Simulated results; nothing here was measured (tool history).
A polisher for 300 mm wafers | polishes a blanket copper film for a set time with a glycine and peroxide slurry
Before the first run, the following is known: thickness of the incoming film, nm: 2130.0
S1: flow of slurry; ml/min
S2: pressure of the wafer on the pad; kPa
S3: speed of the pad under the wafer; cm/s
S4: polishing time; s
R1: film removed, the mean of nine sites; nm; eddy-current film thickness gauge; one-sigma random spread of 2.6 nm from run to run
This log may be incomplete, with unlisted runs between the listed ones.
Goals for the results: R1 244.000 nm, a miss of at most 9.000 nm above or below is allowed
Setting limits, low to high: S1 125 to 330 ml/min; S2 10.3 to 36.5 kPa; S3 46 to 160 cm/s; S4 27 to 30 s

| run | hour | S1 | S2 | S3 | S4 | R1 |
|---|---|---|---|---|---|---|
| 1 | 0.0 | 210 | 23.4 | 102 | 30 | 159.880 |
| 2 | 0.7 | 210 | 24.8 | 102 | 30 | 166.640 |
| 3 | 4.3 | 210 | 26.2 | 102 | 30 | 174.480 |
| 4 | 5.3 | 210 | 26.2 | 102 | 27 | 159.940 |
| 5 | 14.1 | 210 | 26.2 | 102 | 27 | 157.810 |
| 6 | 16.2 | 210 | 26.2 | 80 | 27 | 127.180 |
| 7 | 21.4 | 210 | 27.6 | 84 | 27 | 140.880 |
| 8 | 22.2 | 210 | 29.0 | 88 | 27 | 152.120 |
| 9 | 27.2 | 210 | 30.3 | 90 | 27 | 161.370 |
| 10 | 31.6 | 210 | 30.3 | 90 | 27 | 160.860 |

5 candidate next runs follow, results not yet known. Just one meets every target within its allowed miss. Identify it.
| A | 36.0 | 240 | 31.7 | 118 | 30 | ? |
| B | 36.0 | 205 | 34.5 | 120 | 30 | ? |
| C | 36.0 | 180 | 33.1 | 132 | 30 | ? |
| D | 36.0 | 190 | 35.9 | 94 | 27 | ? |
| E | 36.0 | 205 | 25.5 | 56 | 27 | ? |

| move | R1 |
|---|---|
| A | 241.550 |
| B | 259.110 |
| C | 266.910 |
| D | 191.680 |
| E | 94.252 |
A: all results in spec
B: carries the result that was furthest off beyond its target, to the other side
C: carries the result that was furthest off beyond its target, to the other side
D: moves toward the targets from the last run without getting all of them in spec
E: moves away from the targets compared with the last run
Move A is the one to make.
